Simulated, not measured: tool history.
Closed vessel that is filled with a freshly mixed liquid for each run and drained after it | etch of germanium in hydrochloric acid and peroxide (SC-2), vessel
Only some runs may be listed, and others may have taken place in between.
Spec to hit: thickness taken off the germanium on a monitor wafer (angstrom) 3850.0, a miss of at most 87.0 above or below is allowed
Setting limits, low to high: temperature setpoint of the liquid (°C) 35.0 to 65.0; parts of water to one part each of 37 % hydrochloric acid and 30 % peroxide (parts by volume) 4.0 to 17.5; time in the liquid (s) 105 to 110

| run | hour | temperature setpoint of the liquid (°C) | parts of water to one part each of 37 % hydrochloric acid and 30 % peroxide (parts by volume) | time in the liquid (s) | thickness taken off the germanium on a monitor wafer (angstrom) |
|---|---|---|---|---|---|
| 1 | 0.0 | 49.0 | 9.5 | 105 | 2425.0 |
| 2 | 6.2 | 49.0 | 7.5 | 105 | 2467.7 |
| 3 | 10.1 | 44.0 | 7.5 | 105 | 2111.8 |
| 4 | 17.8 | 48.0 | 7.5 | 105 | 2430.2 |
| 5 | 23.6 | 51.0 | 7.5 | 105 | 2646.9 |
| 6 | 29.2 | 51.0 | 5.5 | 105 | 2688.0 |
| 7 | 32.6 | 53.5 | 5.5 | 105 | 2931.0 |
| 8 | 35.3 | 55.0 | 5.5 | 105 | 3064.6 |
| 9 | 39.1 | 56.5 | 5.5 | 105 | 3194.1 |
| 10 | 45.7 | 57.5 | 5.5 | 105 | 3276.3 |
| 11 | 52.2 | 58.5 | 5.5 | 105 | 3421.6 |
| 12 | 55.5 | 59.0 | 5.5 | 105 | 3441.0 |
| 13 | 57.5 | 59.5 | 5.5 | 105 | 3484.6 |
| 14 | 65.7 | 60.0 | 5.5 | 105 | 3580.3 |
| 15 | 74.7 | 60.5 | 5.5 | 105 | 3630.1 |
| 16 | 76.9 | 61.0 | 5.5 | 105 | 3648.5 |
| 17 | 81.0 | 61.5 | 5.5 | 105 | 3709.5 |

Exercise: of the 4 proposed moves below, exactly one satisfies all targets within the stated allowed misses. Which move is it?
| A | 85.1 | 65.0 | 6.0 | 105 | ? |
| B | 85.1 | 61.5 | 6.5 | 110 | ? |
| C | 85.1 | 63.0 | 5.0 | 110 | ? |
| D | 85.1 | 63.0 | 6.0 | 110 | ? |

| move | thickness taken off the germanium on a monitor wafer (angstrom) |
|---|---|
| A | 4142.8 |
| B | 3899.1 |
| C | 4125.9 |
| D | 4093.7 |
A: carries the result that was furthest off beyond its target, to the other side
B: hits every target within its allowed miss
C: carries the result that was furthest off beyond its target, to the other side
D: carries the result that was furthest off beyond its target, to the other side
The move that meets every target is B.

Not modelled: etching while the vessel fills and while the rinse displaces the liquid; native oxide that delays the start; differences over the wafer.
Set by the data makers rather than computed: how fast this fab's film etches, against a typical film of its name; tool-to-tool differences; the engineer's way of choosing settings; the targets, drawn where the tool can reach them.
